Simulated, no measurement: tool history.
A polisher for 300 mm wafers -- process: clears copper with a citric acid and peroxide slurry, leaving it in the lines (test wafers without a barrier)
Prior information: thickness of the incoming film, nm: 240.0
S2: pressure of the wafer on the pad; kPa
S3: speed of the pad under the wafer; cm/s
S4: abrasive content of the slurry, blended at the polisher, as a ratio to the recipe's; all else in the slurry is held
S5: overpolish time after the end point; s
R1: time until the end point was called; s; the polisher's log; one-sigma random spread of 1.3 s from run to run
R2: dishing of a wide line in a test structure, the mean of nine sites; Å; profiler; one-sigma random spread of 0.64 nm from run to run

Run 1, day 0: flow of slurry (ml/min) 260, S2 15.9 kPa, S3 110 cm/s, S4 1, S5 14 s. Result: R1 132.02 s, R2 158.36 Å.
Run 2, day 0.183: flow of slurry (ml/min) 195, S2 15.9 kPa, S3 110 cm/s, S4 1, S5 14 s. Result: R1 139.72 s, R2 155 Å.
Run 3, day 0.362: flow of slurry (ml/min) 200, S2 17.9 kPa, S3 110 cm/s, S4 1, S5 15 s. Result: R1 125.14 s, R2 189.02 Å.
Run 4, day 0.508: flow of slurry (ml/min) 210, S2 19.3 kPa, S3 110 cm/s, S4 1, S5 16 s. Result: R1 112.68 s, R2 202.7 Å.
Run 5, day 0.55: flow of slurry (ml/min) 210, S2 19.3 kPa, S3 110 cm/s, S4 0.8, S5 16 s. Result: R1 117.36 s, R2 194.48 Å.
Run 6, day 0.875: flow of slurry (ml/min) 215, S2 20 kPa, S3 110 cm/s, S4 0.8, S5 17 s. Result: R1 117.34 s, R2 218.49 Å.
Run 7, day 1.075: flow of slurry (ml/min) 215, S2 21.4 kPa, S3 110 cm/s, S4 0.8, S5 18 s. Result: R1 109.04 s, R2 235.19 Å.
Run 8, day 1.238: flow of slurry (ml/min) 215, S2 22.1 kPa, S3 110 cm/s, S4 0.8, S5 19 s. Result: R1 104.52 s, R2 254.9 Å.
Run 9, day 1.425: flow of slurry (ml/min) 215, S2 22.8 kPa, S3 110 cm/s, S4 0.8, S5 19 s. Result: R1 105.47 s, R2 272.91 Å.

The next listed run, before its measurement:
Run 10, day 1.754: flow of slurry (ml/min) 215, S2 23.4 kPa, S3 112 cm/s, S4 0.8, S5 19 s. Result: R1 ?, R2 ?.

Run 10 yielded R1 97.98 s, R2 279.22 Å.

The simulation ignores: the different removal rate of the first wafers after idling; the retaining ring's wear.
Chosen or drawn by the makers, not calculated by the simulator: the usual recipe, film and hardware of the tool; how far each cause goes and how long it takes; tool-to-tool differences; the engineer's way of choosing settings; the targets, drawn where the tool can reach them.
